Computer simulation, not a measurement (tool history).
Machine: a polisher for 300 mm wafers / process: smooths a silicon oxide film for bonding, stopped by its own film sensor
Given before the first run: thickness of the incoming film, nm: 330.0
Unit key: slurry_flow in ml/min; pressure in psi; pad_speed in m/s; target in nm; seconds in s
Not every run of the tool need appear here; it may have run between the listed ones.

{"run": 1, "hour": 0.0, "slurry_flow": 210, "pressure": 1.6, "pad_speed": 0.98, "slurry_solids": 1, "target": 302, "seconds": 59.7}
{"run": 2, "hour": 6.0, "slurry_flow": 210, "pressure": 1.9, "pad_speed": 0.98, "slurry_solids": 1, "target": 302, "seconds": 51.066}
{"run": 3, "hour": 7.6, "slurry_flow": 210, "pressure": 1.9, "pad_speed": 0.98, "slurry_solids": 0.9, "target": 302, "seconds": 52.723}
{"run": 4, "hour": 9.3, "slurry_flow": 210, "pressure": 1.9, "pad_speed": 0.98, "slurry_solids": 0.8, "target": 302, "seconds": 55.699}
{"run": 5, "hour": 14.7, "slurry_flow": 210, "pressure": 1.6, "pad_speed": 0.92, "slurry_solids": 0.8, "target": 302, "seconds": 68.381}
{"run": 6, "hour": 22.4, "slurry_flow": 260, "pressure": 1.6, "pad_speed": 0.92, "slurry_solids": 0.8, "target": 302, "seconds": 68.794}
{"run": 7, "hour": 28.9, "slurry_flow": 260, "pressure": 1.4, "pad_speed": 0.86, "slurry_solids": 0.8, "target": 302, "seconds": 80.335}
{"run": 8, "hour": 36.4, "slurry_flow": 260, "pressure": 1.2, "pad_speed": 0.82, "slurry_solids": 0.8, "target": 302, "seconds": 97.86}

Expected results for the next run?
{"run": 9, "hour": 44.6, "slurry_flow": 260, "pressure": 1.1, "pad_speed": 0.82, "slurry_solids": 0.8, "target": 302, "seconds": "?"}

{"run 9": {"seconds": 104.08}}
